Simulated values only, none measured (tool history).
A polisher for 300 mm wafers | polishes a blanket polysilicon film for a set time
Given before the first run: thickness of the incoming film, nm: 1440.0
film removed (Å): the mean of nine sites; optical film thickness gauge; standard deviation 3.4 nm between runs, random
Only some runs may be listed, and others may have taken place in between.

run  hour  flow of slurry (ml/min)  pressure of the wafer on the pad (psi)  speed of the pad under the wafer (cm/s)  polishing time (s)  film removed (Å)
  1     0                      185                                     2.1                                      116                  51            3104.6
  2   5.4                      185                                       2                                      116                  51            2980.5
  3   7.6                      185                                       2                                      116                  51            2910.2
  4  14.7                      200                                       2                                      116                  51            3021.9
  5  21.6                      195                                     1.9                                      116                  51            2915.2
  6  25.4                      195                                     1.9                                      116                  51            2876.8

Predict the results of run 7:
  7    29                      195                                     1.9                                      116                  51                 ?

Run 7 gave film removed (Å) 2815.9.

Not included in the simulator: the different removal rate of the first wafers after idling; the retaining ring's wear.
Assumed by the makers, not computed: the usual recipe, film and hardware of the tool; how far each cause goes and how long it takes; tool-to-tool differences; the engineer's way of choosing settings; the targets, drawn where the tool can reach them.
